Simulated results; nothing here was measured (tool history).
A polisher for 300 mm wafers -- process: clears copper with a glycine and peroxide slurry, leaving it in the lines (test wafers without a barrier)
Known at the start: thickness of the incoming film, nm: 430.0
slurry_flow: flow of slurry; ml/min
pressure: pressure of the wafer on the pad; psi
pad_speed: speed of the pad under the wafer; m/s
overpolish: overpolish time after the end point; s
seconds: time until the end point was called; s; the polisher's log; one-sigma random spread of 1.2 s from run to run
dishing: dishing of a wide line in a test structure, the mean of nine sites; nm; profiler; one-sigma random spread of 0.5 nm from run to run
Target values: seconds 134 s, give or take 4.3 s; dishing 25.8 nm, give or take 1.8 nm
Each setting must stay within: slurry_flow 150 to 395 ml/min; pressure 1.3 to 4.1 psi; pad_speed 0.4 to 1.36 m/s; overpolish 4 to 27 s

| run | hour | slurry_flow | pressure | pad_speed | overpolish | seconds | dishing |
|---|---|---|---|---|---|---|---|
| 1 | 0 | 250 | 2.7 | 0.88 | 14 | 102.04 | 45.585 |
| 2 | 4.1 | 250 | 2.4 | 0.88 | 12 | 108.04 | 37.792 |
| 3 | 8.8 | 250 | 2.1 | 0.88 | 11 | 114.87 | 32.29 |
| 4 | 17.6 | 250 | 2.1 | 0.98 | 11 | 107 | 35.659 |
| 5 | 22.8 | 250 | 2.1 | 1.12 | 11 | 94.828 | 38.774 |
| 6 | 27.1 | 245 | 1.8 | 1.06 | 11 | 106.24 | 33.225 |
| 7 | 29.1 | 240 | 1.6 | 1.02 | 11 | 115.24 | 31.119 |
| 8 | 37.3 | 240 | 1.5 | 0.98 | 11 | 123.61 | 29.418 |
| 9 | 39.5 | 240 | 1.4 | 0.96 | 11 | 128.2 | 28.127 |
| 10 | 46.9 | 240 | 1.3 | 0.94 | 11 | 133.96 | 27.409 |

Which single option among these 5 for the next run brings every result within its allowed miss of target? Just one does.
| A | 54.3 | 290 | 1.6 | 0.84 | 10 | ? | ? |
| B | 54.3 | 220 | 1.3 | 0.88 | 13 | ? | ? |
| C | 54.3 | 230 | 1.3 | 0.9 | 12 | ? | ? |
| D | 54.3 | 250 | 1.4 | 0.88 | 12 | ? | ? |
| E | 54.3 | 165 | 1.6 | 0.96 | 10 | ? | ? |

| move | seconds | dishing |
|---|---|---|
| A | 135.92 | 24.959 |
| B | 144.8 | 29.887 |
| C | 142.05 | 28.257 |
| D | 139.72 | 28.724 |
| E | 127.58 | 26.409 |
A: each result inside its tolerance
B: lands further from the targets than the last run did
C: lands further from the targets than the last run did
D: lands further from the targets than the last run did
E: the worst result of the last run now meets its target, but another is out of spec
The move that meets every target is A.
